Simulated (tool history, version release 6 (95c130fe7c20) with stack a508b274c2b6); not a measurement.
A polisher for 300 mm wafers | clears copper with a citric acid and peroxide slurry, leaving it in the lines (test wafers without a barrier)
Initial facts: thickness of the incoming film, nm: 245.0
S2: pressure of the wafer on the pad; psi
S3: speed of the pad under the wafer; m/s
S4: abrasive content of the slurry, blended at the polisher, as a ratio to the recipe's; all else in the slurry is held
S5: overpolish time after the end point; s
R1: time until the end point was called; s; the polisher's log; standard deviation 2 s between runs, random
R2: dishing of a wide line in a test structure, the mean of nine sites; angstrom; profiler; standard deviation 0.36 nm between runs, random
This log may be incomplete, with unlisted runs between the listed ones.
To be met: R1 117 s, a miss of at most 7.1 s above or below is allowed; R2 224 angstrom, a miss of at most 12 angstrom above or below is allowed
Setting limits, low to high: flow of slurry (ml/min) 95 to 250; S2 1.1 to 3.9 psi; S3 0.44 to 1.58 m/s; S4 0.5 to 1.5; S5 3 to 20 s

run 1 hour=0 | flow_of_slurry_(ml/min)=160 S2=2.5 S3=1 S4=1 S5=10 | R1=129.79 R2=129.36
run 2 hour=2 | flow_of_slurry_(ml/min)=160 S2=2.5 S3=1 S4=1.1 S5=10 | R1=128.64 R2=131.23
run 3 hour=8.3 | flow_of_slurry_(ml/min)=160 S2=2.9 S3=1 S4=1.1 S5=10 | R1=111.03 R2=145.47
run 4 hour=15.2 | flow_of_slurry_(ml/min)=160 S2=2.9 S3=1 S4=1.3 S5=10 | R1=107.11 R2=154.41
run 5 hour=20.1 | flow_of_slurry_(ml/min)=160 S2=2.8 S3=1 S4=1.3 S5=11 | R1=113.3 R2=167.45
run 6 hour=22.9 | flow_of_slurry_(ml/min)=160 S2=2.8 S3=1 S4=1.3 S5=12 | R1=112.91 R2=178.91
run 7 hour=26.2 | flow_of_slurry_(ml/min)=160 S2=2.8 S3=1 S4=1.3 S5=13 | R1=112.64 R2=200.73
run 8 hour=32.2 | flow_of_slurry_(ml/min)=160 S2=2.7 S3=1 S4=1.3 S5=14 | R1=114.2 R2=206.07
run 9 hour=32.8 | flow_of_slurry_(ml/min)=160 S2=2.7 S3=1 S4=1.3 S5=14 | R1=115.67 R2=196.82

Which one of the following 5 next-run settings gets every result inside its allowed miss? There is exactly one.
run A hour=33.4 | flow_of_slurry_(ml/min)=145 S2=2.8 S3=1.02 S4=1.4 S5=11 | R1=? R2=?
run B hour=33.4 | flow_of_slurry_(ml/min)=160 S2=3.5 S3=0.76 S4=1.25 S5=16 | R1=? R2=?
run C hour=33.4 | flow_of_slurry_(ml/min)=125 S2=2.9 S3=1.08 S4=1.2 S5=10 | R1=? R2=?
run D hour=33.4 | flow_of_slurry_(ml/min)=145 S2=2.9 S3=0.82 S4=1.5 S5=12 | R1=? R2=?
run E hour=33.4 | flow_of_slurry_(ml/min)=185 S2=3.3 S3=0.84 S4=1.25 S5=13 | R1=? R2=?

move=A R1=108.06 R2=169.55
move=B R1=113.66 R2=228.22
move=C R1=106.31 R2=157.89
move=D R1=123.24 R2=163.02
move=E R1=108.61 R2=197.16
A: moves away from the targets compared with the last run
B: every result within its allowed miss
C: moves away from the targets compared with the last run
D: moves away from the targets compared with the last run
E: as far off as the last run
The move that meets every target is B.

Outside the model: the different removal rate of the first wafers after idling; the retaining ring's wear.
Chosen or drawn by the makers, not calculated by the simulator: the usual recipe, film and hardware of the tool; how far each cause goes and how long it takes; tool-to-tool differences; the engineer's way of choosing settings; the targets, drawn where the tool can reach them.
